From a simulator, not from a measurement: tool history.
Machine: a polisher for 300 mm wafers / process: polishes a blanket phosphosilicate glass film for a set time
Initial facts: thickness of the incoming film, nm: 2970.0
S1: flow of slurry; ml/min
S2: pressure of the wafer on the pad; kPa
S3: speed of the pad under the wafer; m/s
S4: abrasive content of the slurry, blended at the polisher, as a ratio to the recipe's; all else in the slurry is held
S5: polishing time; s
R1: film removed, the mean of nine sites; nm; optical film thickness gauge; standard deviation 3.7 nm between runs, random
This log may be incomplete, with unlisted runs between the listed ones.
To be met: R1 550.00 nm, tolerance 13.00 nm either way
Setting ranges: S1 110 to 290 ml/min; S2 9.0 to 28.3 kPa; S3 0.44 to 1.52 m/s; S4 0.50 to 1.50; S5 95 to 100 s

{"run": 1, "day": 0.0, "S1": 185, "S2": 18.6, "S3": 0.98, "S4": 1.0, "S5": 95, "R1": 720.63}
{"run": 2, "day": 0.188, "S1": 185, "S2": 18.6, "S3": 0.98, "S4": 1.0, "S5": 95, "R1": 717.43}
{"run": 3, "day": 0.562, "S1": 175, "S2": 17.2, "S3": 0.98, "S4": 1.0, "S5": 95, "R1": 657.21}
{"run": 4, "day": 0.775, "S1": 175, "S2": 17.2, "S3": 1.08, "S4": 1.0, "S5": 95, "R1": 697.72}
{"run": 5, "day": 1.133, "S1": 175, "S2": 17.2, "S3": 0.84, "S4": 1.0, "S5": 95, "R1": 595.23}
{"run": 6, "day": 1.5, "S1": 165, "S2": 17.2, "S3": 0.84, "S4": 1.0, "S5": 95, "R1": 585.4}
{"run": 7, "day": 1.867, "S1": 155, "S2": 17.2, "S3": 0.84, "S4": 1.0, "S5": 95, "R1": 584.86}
{"run": 8, "day": 1.925, "S1": 150, "S2": 17.2, "S3": 0.84, "S4": 1.0, "S5": 95, "R1": 588.45}

Of the 4 settings listed for the next run, only one would bring every result within its allowed miss of target. Which one?
{"run": "A", "day": 1.983, "S1": 155, "S2": 13.1, "S3": 1.04, "S4": 1.2, "S5": 95, "R1": "?"}
{"run": "B", "day": 1.983, "S1": 110, "S2": 18.6, "S3": 0.64, "S4": 1.0, "S5": 99, "R1": "?"}
{"run": "C", "day": 1.983, "S1": 110, "S2": 14.5, "S3": 1.06, "S4": 1.1, "S5": 100, "R1": "?"}
{"run": "D", "day": 1.983, "S1": 125, "S2": 15.9, "S3": 0.82, "S4": 1.05, "S5": 95, "R1": "?"}

move=A R1=552.54
move=B R1=519.50
move=C R1=576.73
move=D R1=519.32
A: each result inside its tolerance
B: pushes the last run's worst result past its target
C: gains on the last run, yet a result remains outside its allowed miss
D: pushes the last run's worst result past its target
The move that meets every target is A.
